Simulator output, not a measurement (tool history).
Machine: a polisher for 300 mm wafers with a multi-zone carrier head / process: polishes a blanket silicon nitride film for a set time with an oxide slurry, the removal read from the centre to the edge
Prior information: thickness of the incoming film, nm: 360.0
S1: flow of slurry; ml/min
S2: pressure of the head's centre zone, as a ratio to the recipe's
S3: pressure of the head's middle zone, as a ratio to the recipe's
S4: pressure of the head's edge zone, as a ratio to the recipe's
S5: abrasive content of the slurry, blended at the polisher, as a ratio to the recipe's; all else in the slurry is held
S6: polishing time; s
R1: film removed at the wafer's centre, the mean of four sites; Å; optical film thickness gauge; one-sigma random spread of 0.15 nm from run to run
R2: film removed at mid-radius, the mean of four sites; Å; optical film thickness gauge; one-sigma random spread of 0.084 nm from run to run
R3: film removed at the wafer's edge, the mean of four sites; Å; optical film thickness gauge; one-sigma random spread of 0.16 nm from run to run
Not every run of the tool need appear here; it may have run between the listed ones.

{"run": 1, "hour": 0.0, "S1": 135, "S2": 1, "S3": 1, "S4": 1, "S5": 1, "S6": 42, "R1": 165.77, "R2": 190.37, "R3": 185.57}
{"run": 2, "hour": 0.6, "S1": 135, "S2": 1, "S3": 0.95, "S4": 1, "S5": 1, "S6": 42, "R1": 164.77, "R2": 181.45, "R3": 184.12}
{"run": 3, "hour": 8.6, "S1": 120, "S2": 1, "S3": 0.95, "S4": 1, "S5": 1, "S6": 42, "R1": 161.63, "R2": 179.29, "R3": 184.44}
{"run": 4, "hour": 14.0, "S1": 140, "S2": 1.01, "S3": 0.95, "S4": 0.96, "S5": 0.9, "S6": 40, "R1": 152.67, "R2": 166.8, "R3": 164.46}
{"run": 5, "hour": 17.0, "S1": 145, "S2": 1.02, "S3": 0.94, "S4": 0.93, "S5": 0.8, "S6": 39, "R1": 144.79, "R2": 156.87, "R3": 151.79}
{"run": 6, "hour": 17.8, "S1": 145, "S2": 1.04, "S3": 0.93, "S4": 0.9, "S5": 0.75, "S6": 39, "R1": 145.2, "R2": 152.69, "R3": 149.17}
{"run": 7, "hour": 23.5, "S1": 155, "S2": 1.05, "S3": 0.93, "S4": 0.88, "S5": 0.7, "S6": 38, "R1": 139.27, "R2": 144.94, "R3": 135.28}

What will run 8 give?
{"run": 8, "hour": 31.0, "S1": 160, "S2": 1.05, "S3": 0.93, "S4": 0.87, "S5": 0.65, "S6": 38, "R1": "?", "R2": "?", "R3": "?"}

Run 8 yielded R1 137.45 Å, R2 141.04 Å, R3 133.54 Å.
